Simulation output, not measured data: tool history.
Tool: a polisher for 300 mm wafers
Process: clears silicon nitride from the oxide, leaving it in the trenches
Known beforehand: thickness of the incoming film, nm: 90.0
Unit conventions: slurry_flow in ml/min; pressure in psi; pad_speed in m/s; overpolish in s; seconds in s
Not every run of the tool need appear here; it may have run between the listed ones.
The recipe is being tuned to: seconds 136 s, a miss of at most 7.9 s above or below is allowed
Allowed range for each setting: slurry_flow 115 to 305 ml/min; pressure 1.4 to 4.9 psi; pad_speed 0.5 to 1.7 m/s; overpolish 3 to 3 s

Run 1, hour 0: slurry_flow 195 ml/min, pressure 3.1 psi, pad_speed 1.1 m/s, overpolish 3 s. Result: seconds 87.687 s.
Run 2, hour 1.7: slurry_flow 160 ml/min, pressure 3.1 psi, pad_speed 1.1 m/s, overpolish 3 s. Result: seconds 87.881 s.
Run 3, hour 7.2: slurry_flow 160 ml/min, pressure 2.9 psi, pad_speed 1.1 m/s, overpolish 3 s. Result: seconds 94.362 s.
Run 4, hour 13.2: slurry_flow 160 ml/min, pressure 2.7 psi, pad_speed 1.1 m/s, overpolish 3 s. Result: seconds 101.63 s.
Run 5, hour 16.8: slurry_flow 160 ml/min, pressure 2.6 psi, pad_speed 1.1 m/s, overpolish 3 s. Result: seconds 107.64 s.
Run 6, hour 25.2: slurry_flow 130 ml/min, pressure 2.6 psi, pad_speed 1.1 m/s, overpolish 3 s. Result: seconds 105.09 s.
Run 7, hour 28.3: slurry_flow 130 ml/min, pressure 2.5 psi, pad_speed 1.1 m/s, overpolish 3 s. Result: seconds 114.78 s.
Run 8, hour 31: slurry_flow 130 ml/min, pressure 2.4 psi, pad_speed 1.1 m/s, overpolish 3 s. Result: seconds 114 s.
Run 9, hour 38.9: slurry_flow 130 ml/min, pressure 2.3 psi, pad_speed 1.1 m/s, overpolish 3 s. Result: seconds 119.36 s.
Run 10, hour 47.6: slurry_flow 130 ml/min, pressure 1.9 psi, pad_speed 1.08 m/s, overpolish 3 s. Result: seconds 150.02 s.

Exactly one of the 5 candidate moves below puts every result within its allowed miss. Which one?
Run A, hour 56.3: slurry_flow 125 ml/min, pressure 2.4 psi, pad_speed 0.96 m/s, overpolish 3 s. Result: seconds ?.
Run B, hour 56.3: slurry_flow 135 ml/min, pressure 1.6 psi, pad_speed 1.14 m/s, overpolish 3 s. Result: seconds ?.
Run C, hour 56.3: slurry_flow 115 ml/min, pressure 1.5 psi, pad_speed 1.28 m/s, overpolish 3 s. Result: seconds ?.
Run D, hour 56.3: slurry_flow 130 ml/min, pressure 2.3 psi, pad_speed 0.86 m/s, overpolish 3 s. Result: seconds ?.
Run E, hour 56.3: slurry_flow 170 ml/min, pressure 1.7 psi, pad_speed 1.02 m/s, overpolish 3 s. Result: seconds ?.

move  seconds
   A   130.45
   B   161.53
   C    155.4
   D   150.61
   E   166.69
A: every result lands within tolerance
B: moves away from the targets compared with the last run
C: moves away from the targets compared with the last run
D: neither nearer nor further off than the last run
E: moves away from the targets compared with the last run
Answer: A
